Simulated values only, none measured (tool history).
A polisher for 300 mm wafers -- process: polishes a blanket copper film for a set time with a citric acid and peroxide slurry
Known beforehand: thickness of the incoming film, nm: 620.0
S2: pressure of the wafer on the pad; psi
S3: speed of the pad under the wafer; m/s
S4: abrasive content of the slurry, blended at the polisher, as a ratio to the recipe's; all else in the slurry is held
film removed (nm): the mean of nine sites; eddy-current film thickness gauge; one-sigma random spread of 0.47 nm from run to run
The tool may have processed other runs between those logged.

{"run": 1, "hour": 0.0, "flow of slurry (ml/min)": 145, "S2": 2.5, "S3": 1.12, "S4": 1, "polishing time (s)": 26, "film removed (nm)": 42.726}
{"run": 2, "hour": 4.4, "flow of slurry (ml/min)": 145, "S2": 2.3, "S3": 1.12, "S4": 1, "polishing time (s)": 26, "film removed (nm)": 39}
{"run": 3, "hour": 9.7, "flow of slurry (ml/min)": 145, "S2": 2.2, "S3": 1.12, "S4": 1, "polishing time (s)": 26, "film removed (nm)": 37.562}
{"run": 4, "hour": 15.1, "flow of slurry (ml/min)": 145, "S2": 2.1, "S3": 1.12, "S4": 1, "polishing time (s)": 26, "film removed (nm)": 36.55}
{"run": 5, "hour": 17.2, "flow of slurry (ml/min)": 145, "S2": 2.5, "S3": 1.12, "S4": 1, "polishing time (s)": 26, "film removed (nm)": 43.963}
{"run": 6, "hour": 20.1, "flow of slurry (ml/min)": 145, "S2": 2.5, "S3": 1.12, "S4": 0.85, "polishing time (s)": 26, "film removed (nm)": 41.182}
{"run": 7, "hour": 22.8, "flow of slurry (ml/min)": 145, "S2": 2.3, "S3": 1.12, "S4": 0.85, "polishing time (s)": 26, "film removed (nm)": 38.692}
{"run": 8, "hour": 24.8, "flow of slurry (ml/min)": 145, "S2": 2.2, "S3": 1.12, "S4": 0.85, "polishing time (s)": 26, "film removed (nm)": 35.543}

What will run 9 give?
{"run": 9, "hour": 28.0, "flow of slurry (ml/min)": 145, "S2": 2.1, "S3": 1.12, "S4": 0.85, "polishing time (s)": 26, "film removed (nm)": "?"}

{"run 9": {"film removed (nm)": 34.202}}
